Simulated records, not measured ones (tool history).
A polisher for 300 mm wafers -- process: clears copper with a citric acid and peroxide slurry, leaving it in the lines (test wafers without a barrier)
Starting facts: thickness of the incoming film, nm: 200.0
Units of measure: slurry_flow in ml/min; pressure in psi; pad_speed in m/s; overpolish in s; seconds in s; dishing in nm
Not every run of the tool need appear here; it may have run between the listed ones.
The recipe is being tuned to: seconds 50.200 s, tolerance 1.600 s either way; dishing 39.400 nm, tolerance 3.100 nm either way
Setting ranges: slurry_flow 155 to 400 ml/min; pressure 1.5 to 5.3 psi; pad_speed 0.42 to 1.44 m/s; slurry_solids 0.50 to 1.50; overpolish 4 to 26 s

run  hour  slurry_flow  pressure  pad_speed  slurry_solids  overpolish  seconds  dishing
  1   0.0          255       3.4       0.92           1.00          13   75.373   24.117
  2   5.7          255       3.4       0.92           1.00           8   73.934   14.741
  3  13.5          255       3.4       0.92           1.00          13   75.072   24.453
  4  20.0          255       4.0       0.92           1.00          13   64.897   26.818
  5  25.7          255       4.6       0.92           1.00          13   58.673   30.552
  6  30.6          255       4.6       0.92           1.00          16   57.251   37.831
  7  39.5          260       4.8       0.92           1.00          16   55.278   38.904
  8  45.6          260       4.8       0.92           1.00          16   55.870   36.710
  9  52.6          260       4.9       0.92           1.00          16   54.341   38.672
 10  54.3          260       5.0       0.92           1.00          16   54.703   38.903
 11  58.9          260       5.1       0.92           1.00          16   52.770   40.461
 12  65.0          260       5.2       0.92           1.00          16   52.223   41.270

5 candidate next runs follow, results not yet known. Just one meets every target within its allowed miss. Identify it.
  A  71.1          190       5.2       0.96           0.80          14        ?        ?
  B  71.1          255       5.3       0.94           0.95          15        ?        ?
  C  71.1          335       5.3       0.84           1.10          12        ?        ?
  D  71.1          285       4.8       0.94           0.95          13        ?        ?
  E  71.1          275       4.9       0.88           1.15          16        ?        ?

move  seconds  dishing
   A   54.475   33.230
   B   50.754   37.606
   C   53.419   29.480
   D   54.651   30.938
   E   55.039   36.963
A: lands further from the targets than the last run did
B: in spec on every target
C: lands further from the targets than the last run did
D: lands further from the targets than the last run did
E: lands further from the targets than the last run did
The move that meets every target is B.
